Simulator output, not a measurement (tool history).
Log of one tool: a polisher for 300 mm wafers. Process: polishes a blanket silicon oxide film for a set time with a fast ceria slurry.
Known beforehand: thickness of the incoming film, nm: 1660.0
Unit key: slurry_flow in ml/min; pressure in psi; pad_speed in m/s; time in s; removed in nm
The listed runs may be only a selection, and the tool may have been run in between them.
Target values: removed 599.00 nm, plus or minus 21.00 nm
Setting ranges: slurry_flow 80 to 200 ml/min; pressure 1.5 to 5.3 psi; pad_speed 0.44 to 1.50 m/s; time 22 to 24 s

run  hour  slurry_flow  pressure  pad_speed  time  removed
  1   0.0          130       3.4       0.96    24   401.12
  2   7.6          135       3.7       0.96    24   429.68
  3  11.8          155       3.7       0.96    24   449.86
  4  13.8          160       3.9       0.96    24   471.33
  5  17.7          160       3.9       0.78    24   390.79
  6  24.7          165       4.2       0.78    24   415.00
  7  31.4          170       4.5       0.80    24   465.40
  8  32.6          170       4.7       0.80    24   479.25

4 next moves are on the table. One of them brings every result within its allowed miss. Which?
  A  33.8          180       5.2       0.94    23        ?
  B  33.8          140       5.2       1.16    22        ?
  C  33.8          140       3.6       0.78    24        ?
  D  33.8          180       5.1       1.00    24        ?

move  removed
   A   596.09
   B   663.74
   C   354.73
   D   645.06
A: every result within its allowed miss
B: the result that was furthest off in the last run now lies on the other side of its target
C: further off than the last run
D: the result that was furthest off in the last run now lies on the other side of its target
A is the move that brings every result within its allowed miss.
